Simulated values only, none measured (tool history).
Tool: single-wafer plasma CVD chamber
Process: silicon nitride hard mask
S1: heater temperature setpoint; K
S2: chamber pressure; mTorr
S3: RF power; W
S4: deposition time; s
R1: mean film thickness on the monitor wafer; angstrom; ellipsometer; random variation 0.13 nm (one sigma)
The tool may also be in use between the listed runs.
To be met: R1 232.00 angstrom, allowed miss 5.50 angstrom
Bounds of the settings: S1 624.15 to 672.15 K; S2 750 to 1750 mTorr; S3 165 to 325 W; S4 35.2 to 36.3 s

run  hour      S1    S2   S3    S4      R1
  1   0.0  648.15  1250  245  35.2  331.27
  2   2.4  648.15  1250  245  35.2  329.84
  3  10.6  648.15  1160  230  35.2  301.75
  4  14.1  648.15  1090  225  35.2  291.35
  5  19.9  648.15  1090  225  36.3  299.07
  6  23.4  641.15  1090  225  36.3  299.61
  7  27.7  641.15  1030  215  36.2  279.31
  8  36.3  641.15   980  210  36.2  266.94
  9  42.8  641.15   940  205  36.2  253.66
 10  44.2  641.15   910  205  36.2  251.15
 11  51.2  641.15   880  205  36.2  245.40
 12  54.7  641.15   860  205  36.2  245.00
 13  56.1  641.15   770  190  36.1  210.03
 14  59.1  640.15   800  190  36.1  213.93
     62.6  -- thermocouple changed; heater temperature recalibrated
 15  62.6  640.15   830  190  36.1  217.51
 16  65.8  640.15   850  190  36.1  222.81
 17  67.0  640.15   860  190  36.1  221.52
 18  73.0  640.15   880  190  36.1  225.14
 19  77.7  640.15   890  190  36.1  222.88

Which of these 4 next moves meets every target?
  A  82.4  642.15  1040  190  36.3   ?
  B  82.4  646.15   980  195  36.3   ?
  C  82.4  645.15   880  205  35.6   ?
  D  82.4  649.15  1010  185  36.0   ?

move      R1
   A  241.80
   B  243.11
   C  240.43
   D  228.96
A: takes the result that was furthest off past its target
B: takes the result that was furthest off past its target
C: takes the result that was furthest off past its target
D: meets every target
The right move is D.

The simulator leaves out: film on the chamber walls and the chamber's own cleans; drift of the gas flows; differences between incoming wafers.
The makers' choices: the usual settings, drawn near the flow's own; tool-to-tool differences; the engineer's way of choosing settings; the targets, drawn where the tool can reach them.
